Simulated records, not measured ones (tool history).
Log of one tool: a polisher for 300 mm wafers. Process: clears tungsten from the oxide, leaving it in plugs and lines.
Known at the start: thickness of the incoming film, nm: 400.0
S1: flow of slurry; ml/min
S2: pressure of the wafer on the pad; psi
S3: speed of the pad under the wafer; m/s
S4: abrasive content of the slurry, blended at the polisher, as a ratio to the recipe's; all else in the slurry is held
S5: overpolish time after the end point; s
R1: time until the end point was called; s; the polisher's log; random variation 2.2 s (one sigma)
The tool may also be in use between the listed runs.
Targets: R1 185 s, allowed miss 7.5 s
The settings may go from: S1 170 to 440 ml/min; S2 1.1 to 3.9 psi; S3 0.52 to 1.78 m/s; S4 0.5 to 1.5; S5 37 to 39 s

run	hour	S1	S2	S3	S4	S5	R1
1	0	280	2.5	1.14	1	37	104.46
2	1.7	280	2.5	1.14	1	37	102.96
3	6.7	280	2.3	1.14	1	37	110.71
4	8.9	280	2.1	1.12	1	37	120.62
5	13.6	280	2.1	0.98	1	37	135.84
6	21.6	345	2.1	0.98	1	37	136.09
7	22.9	345	2	0.98	1	37	137.69
8	29.5	345	1.3	0.96	1	37	207.48
9	35.2	345	1.4	0.96	1	37	198.08

Which of these 4 next moves meets every target?
A	40.9	390	1.4	1.08	0.65	39	?
B	40.9	335	1.7	0.7	1	37	?
C	40.9	330	1.3	0.96	1	39	?
D	40.9	430	1.3	0.9	1	37	?

move	R1
A	187.78
B	219.6
C	212.56
D	220.55
A: meets every target
B: further off than the last run
C: further off than the last run
D: further off than the last run
Answer: A
